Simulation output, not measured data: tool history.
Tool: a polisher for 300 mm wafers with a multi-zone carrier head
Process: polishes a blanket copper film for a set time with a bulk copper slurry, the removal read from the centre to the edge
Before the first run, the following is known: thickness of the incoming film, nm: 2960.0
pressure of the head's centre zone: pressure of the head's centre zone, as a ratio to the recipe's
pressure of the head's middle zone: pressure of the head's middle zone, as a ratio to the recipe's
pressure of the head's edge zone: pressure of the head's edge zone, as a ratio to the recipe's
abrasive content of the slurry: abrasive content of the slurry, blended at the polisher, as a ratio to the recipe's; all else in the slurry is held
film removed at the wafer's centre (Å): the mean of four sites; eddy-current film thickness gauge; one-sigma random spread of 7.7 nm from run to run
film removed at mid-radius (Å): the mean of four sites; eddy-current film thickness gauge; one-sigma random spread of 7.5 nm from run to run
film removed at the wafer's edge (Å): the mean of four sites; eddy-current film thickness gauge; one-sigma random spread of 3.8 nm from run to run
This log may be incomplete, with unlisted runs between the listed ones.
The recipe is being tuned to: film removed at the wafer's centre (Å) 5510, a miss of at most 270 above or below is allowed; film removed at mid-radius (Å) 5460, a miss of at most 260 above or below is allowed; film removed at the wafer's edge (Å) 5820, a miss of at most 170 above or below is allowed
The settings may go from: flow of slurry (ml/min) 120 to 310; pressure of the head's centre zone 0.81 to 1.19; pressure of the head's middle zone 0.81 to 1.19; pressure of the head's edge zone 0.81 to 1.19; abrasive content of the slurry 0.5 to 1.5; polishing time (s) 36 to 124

| run | hour | flow of slurry (ml/min) | pressure of the head's centre zone | pressure of the head's middle zone | pressure of the head's edge zone | abrasive content of the slurry | polishing time (s) | film removed at the wafer's centre (Å) | film removed at mid-radius (Å) | film removed at the wafer's edge (Å) |
|---|---|---|---|---|---|---|---|---|---|---|
| 1 | 0 | 200 | 1 | 1 | 1 | 1 | 79 | 7981.9 | 7839.8 | 8079.6 |
| 2 | 5.4 | 200 | 1 | 1 | 1 | 0.85 | 79 | 7713.9 | 7564.3 | 7818.7 |
| 3 | 9.1 | 195 | 0.98 | 0.98 | 0.98 | 0.8 | 77 | 7309.3 | 7341.1 | 7361.2 |
| 4 | 12.2 | 190 | 0.97 | 0.96 | 0.99 | 0.75 | 75 | 6834.3 | 7029.5 | 7172.3 |
| 5 | 18.7 | 155 | 0.97 | 0.96 | 0.99 | 0.75 | 75 | 6568.3 | 6972 | 7032.7 |
| 6 | 26.2 | 160 | 0.97 | 0.94 | 0.99 | 0.7 | 73 | 6132.5 | 6541.3 | 6723.9 |
| 7 | 33.7 | 160 | 0.98 | 0.92 | 0.98 | 0.65 | 72 | 6135.8 | 6237.9 | 6536.9 |
| 8 | 38.8 | 160 | 0.98 | 0.9 | 0.97 | 0.6 | 72 | 6080.6 | 5926.3 | 6448.3 |

Of the 4 settings listed for the next run, only one would bring every result within its allowed miss of target. Which one?
| A | 43.9 | 120 | 0.85 | 1.03 | 1.07 | 0.5 | 73 | ? | ? | ? |
| B | 43.9 | 195 | 1.01 | 0.98 | 1.1 | 1.1 | 54 | ? | ? | ? |
| C | 43.9 | 165 | 1 | 1.03 | 0.86 | 0.5 | 72 | ? | ? | ? |
| D | 43.9 | 140 | 1.02 | 0.96 | 0.92 | 0.5 | 66 | ? | ? | ? |

| move | film removed at the wafer's centre (Å) | film removed at mid-radius (Å) | film removed at the wafer's edge (Å) |
|---|---|---|---|
| A | 5012 | 6201 | 6338 |
| B | 5587.5 | 5576.3 | 5874.1 |
| C | 6105.8 | 6375.2 | 5844.6 |
| D | 5574.4 | 5463.6 | 5435.4 |
A: better than the last run, though not everything is in spec
B: every result lands within tolerance
C: meets the target for the result that was furthest off, but another lies outside its allowed miss
D: carries the result that was furthest off beyond its target, to the other side
The right move is B.

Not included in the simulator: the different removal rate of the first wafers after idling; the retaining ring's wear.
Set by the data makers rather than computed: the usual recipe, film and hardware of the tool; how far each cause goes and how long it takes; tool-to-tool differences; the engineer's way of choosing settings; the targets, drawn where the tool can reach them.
